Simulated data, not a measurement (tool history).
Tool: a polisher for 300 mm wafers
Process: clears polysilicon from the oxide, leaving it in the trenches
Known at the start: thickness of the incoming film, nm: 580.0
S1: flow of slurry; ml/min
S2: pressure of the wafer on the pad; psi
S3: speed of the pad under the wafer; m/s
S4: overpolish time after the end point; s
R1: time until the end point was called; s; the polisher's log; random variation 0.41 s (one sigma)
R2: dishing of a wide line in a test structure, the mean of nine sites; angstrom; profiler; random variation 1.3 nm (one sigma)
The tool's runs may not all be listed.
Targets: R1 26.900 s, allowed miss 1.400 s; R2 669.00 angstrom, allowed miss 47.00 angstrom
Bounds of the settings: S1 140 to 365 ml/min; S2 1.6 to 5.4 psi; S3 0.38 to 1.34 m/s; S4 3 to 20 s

run	hour	S1	S2	S3	S4	R1	R2
1	0.0	235	3.5	0.86	10	39.507	589.65
2	7.0	235	3.9	0.86	10	36.077	601.14
3	13.1	235	3.9	0.74	10	42.399	571.45
4	20.3	235	4.4	0.74	10	38.366	597.01
5	24.7	235	4.4	0.74	6	38.591	475.85
6	26.2	235	4.7	0.78	7	33.608	529.30
7	29.5	235	4.9	0.80	8	31.089	589.57
8	34.0	235	5.1	0.80	8	31.288	612.91
9	37.6	235	5.2	0.82	8	29.782	606.12
10	41.8	235	5.3	0.84	8	28.001	607.94

Which of these 4 next moves meets every target?
A	46.0	235	5.0	0.80	13	?	?
B	46.0	290	4.5	0.88	7	?	?
C	46.0	225	5.1	0.92	12	?	?
D	46.0	290	5.2	0.78	13	?	?

move	R1	R2
A	31.820	637.61
B	31.254	556.94
C	27.428	642.37
D	30.741	640.11
A: brings the result that was furthest off to its target, and leaves another outside
B: further off than the last run
C: meets every target
D: brings the result that was furthest off to its target, and leaves another outside
Move C is the one to make.

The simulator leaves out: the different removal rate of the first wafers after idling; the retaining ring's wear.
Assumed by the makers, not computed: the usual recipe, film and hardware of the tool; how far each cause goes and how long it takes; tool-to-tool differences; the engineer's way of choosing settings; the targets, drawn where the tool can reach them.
